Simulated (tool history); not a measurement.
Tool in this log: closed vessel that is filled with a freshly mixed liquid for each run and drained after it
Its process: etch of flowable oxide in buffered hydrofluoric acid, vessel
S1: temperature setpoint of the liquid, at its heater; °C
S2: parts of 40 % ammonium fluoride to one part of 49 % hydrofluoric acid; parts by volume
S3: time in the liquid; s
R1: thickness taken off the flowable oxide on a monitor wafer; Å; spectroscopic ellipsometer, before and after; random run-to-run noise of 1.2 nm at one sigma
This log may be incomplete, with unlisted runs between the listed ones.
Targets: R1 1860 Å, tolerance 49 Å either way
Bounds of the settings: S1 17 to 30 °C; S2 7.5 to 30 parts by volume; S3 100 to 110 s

| run | day | S1 | S2 | S3 | R1 |
|---|---|---|---|---|---|
| 1 | 0 | 22 | 21 | 100 | 2082 |
| 2 | 0.125 | 22 | 15 | 100 | 2842.6 |
| 3 | 0.512 | 24 | 15 | 100 | 3209.3 |
| 4 | 0.667 | 24 | 12 | 100 | 4018.2 |
| 5 | 0.821 | 24 | 8.5 | 100 | 5424.8 |
| 6 | 1.192 | 24 | 14 | 100 | 3421.1 |
| 7 | 1.25 | 22 | 15.5 | 100 | 2759.5 |
| 8 | 1.362 | 20.5 | 15.5 | 100 | 2545.2 |
| 9 | 1.617 | 19.5 | 16 | 100 | 2318.3 |
| 10 | 1.779 | 18.5 | 16.5 | 100 | 2131.4 |
| 11 | 1.942 | 18 | 16.5 | 100 | 2090.5 |
| 12 | 2.138 | 17.5 | 17 | 100 | 1964.2 |

Consider the 4 candidate settings below. Which is the only one whose results all fall within their allowed miss of target?
| A | 2.333 | 18 | 19 | 110 | ? |
| B | 2.333 | 17 | 18.5 | 105 | ? |
| C | 2.333 | 17.5 | 18 | 105 | ? |
| D | 2.333 | 17 | 16.5 | 100 | ? |

| move | R1 |
|---|---|
| A | 1986 |
| B | 1838.4 |
| C | 1943.6 |
| D | 1960.3 |
A: further off than the last run
B: in spec on every target
C: nearer than the last run, and not there yet
D: just as far off the targets as the last run
B is the move that brings every result within its allowed miss.

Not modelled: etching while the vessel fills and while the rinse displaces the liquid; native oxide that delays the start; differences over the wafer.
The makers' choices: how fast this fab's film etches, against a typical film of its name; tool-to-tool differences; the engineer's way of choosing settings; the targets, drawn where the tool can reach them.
